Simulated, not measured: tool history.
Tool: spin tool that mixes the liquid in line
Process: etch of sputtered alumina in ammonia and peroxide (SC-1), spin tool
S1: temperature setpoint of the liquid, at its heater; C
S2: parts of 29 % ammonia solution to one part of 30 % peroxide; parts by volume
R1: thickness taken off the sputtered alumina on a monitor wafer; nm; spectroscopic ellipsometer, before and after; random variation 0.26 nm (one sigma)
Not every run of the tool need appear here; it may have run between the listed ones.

Run 1, day 0: S1 52 C, S2 0.45 parts by volume, time under the liquid (s) 200. Result: R1 16.693 nm.
Run 2, day 0.062: S1 54 C, S2 0.45 parts by volume, time under the liquid (s) 200. Result: R1 18.508 nm.
Run 3, day 0.192: S1 55.5 C, S2 0.45 parts by volume, time under the liquid (s) 200. Result: R1 20.069 nm.
Run 4, day 0.475: S1 50.5 C, S2 0.45 parts by volume, time under the liquid (s) 200. Result: R1 15.582 nm.
Run 5, day 0.575: S1 53 C, S2 0.45 parts by volume, time under the liquid (s) 200. Result: R1 17.743 nm.
Run 6, day 0.871: S1 53 C, S2 0.35 parts by volume, time under the liquid (s) 200. Result: R1 17.325 nm.
Run 7, day 1.121: S1 53 C, S2 0.35 parts by volume, time under the liquid (s) 200. Result: R1 17.364 nm.
Run 8, day 1.388: S1 55 C, S2 0.35 parts by volume, time under the liquid (s) 200. Result: R1 18.886 nm.

Forecast run 9:
Run 9, day 1.742: S1 57 C, S2 0.35 parts by volume, time under the liquid (s) 200. Result: R1 ?.

R1: 21.477 nm
